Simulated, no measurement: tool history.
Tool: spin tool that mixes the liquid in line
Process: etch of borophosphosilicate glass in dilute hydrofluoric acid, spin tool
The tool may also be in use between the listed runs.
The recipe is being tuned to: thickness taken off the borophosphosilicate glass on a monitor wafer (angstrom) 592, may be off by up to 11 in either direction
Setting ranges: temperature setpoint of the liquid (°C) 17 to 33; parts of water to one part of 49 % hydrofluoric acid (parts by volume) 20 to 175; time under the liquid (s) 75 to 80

run,hour,temperature setpoint of the liquid (°C),parts of water to one part of 49 % hydrofluoric acid (parts by volume),time under the liquid (s),thickness taken off the borophosphosilicate glass on a monitor wafer (angstrom)
1,0,25,95,75,544.36
2,4.3,25.5,95,75,560.52
3,8.4,25.5,65,75,848.16
4,12.5,25.5,45,75,1260.1
5,13.5,23.5,50,75,1038.3
6,17.5,23.5,50,75,1021.8
7,24.1,22,55,75,869.19
8,29.9,21,55,75,837.55
9,33.9,20,60,75,734.63
10,35.2,19.5,60,75,726.89
11,37.2,19,60,75,703.97
12,39.6,18.5,60,75,693.64
13,45,18,60,75,678.21
14,52.8,18,60,75,671.59
15,57.2,17.5,65,75,611.46

Below are 4 possible settings for the next run. Only one of them brings all results inside the allowed miss of their targets. Which is it?
A,61.6,19,75,75,?
B,61.6,18,65,75,?
C,61.6,17,65,75,?
D,61.6,17,65,80,?

move,thickness taken off the borophosphosilicate glass on a monitor wafer (angstrom)
A,554.62
B,620.33
C,594.27
D,633.89
A: pushes the last run's worst result past its target
B: lands further from the targets than the last run did
C: every result within its allowed miss
D: lands further from the targets than the last run did
The right move is C.

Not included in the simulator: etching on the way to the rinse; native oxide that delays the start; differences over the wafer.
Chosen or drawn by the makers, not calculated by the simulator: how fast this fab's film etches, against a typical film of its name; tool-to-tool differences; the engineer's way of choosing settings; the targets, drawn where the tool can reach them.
